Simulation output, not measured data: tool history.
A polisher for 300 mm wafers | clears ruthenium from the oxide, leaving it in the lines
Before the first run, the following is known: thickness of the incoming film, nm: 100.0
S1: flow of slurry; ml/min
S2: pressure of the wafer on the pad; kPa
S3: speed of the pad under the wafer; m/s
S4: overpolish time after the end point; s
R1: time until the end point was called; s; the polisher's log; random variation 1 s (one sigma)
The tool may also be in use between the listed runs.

run 1 hour=0.0 | S1=265 S2=13.8 S3=1.04 S4=7 | R1=95.592
run 2 hour=5.1 | S1=265 S2=14.5 S3=1.04 S4=7 | R1=94.066
run 3 hour=6.8 | S1=265 S2=15.2 S3=1.04 S4=7 | R1=91.768
run 4 hour=10.6 | S1=265 S2=15.2 S3=1.04 S4=7 | R1=89.334
run 5 hour=11.3 | S1=265 S2=15.2 S3=1.04 S4=7 | R1=89.872
run 6 hour=19.3 | S1=265 S2=15.2 S3=1.04 S4=7 | R1=90.119
run 7 hour=23.1 | S1=265 S2=15.9 S3=1.04 S4=7 | R1=90.338

Forecast run 8:
run 8 hour=27.9 | S1=265 S2=16.5 S3=1.06 S4=7 | R1=?

Logged for run 8: R1 83.576 s.

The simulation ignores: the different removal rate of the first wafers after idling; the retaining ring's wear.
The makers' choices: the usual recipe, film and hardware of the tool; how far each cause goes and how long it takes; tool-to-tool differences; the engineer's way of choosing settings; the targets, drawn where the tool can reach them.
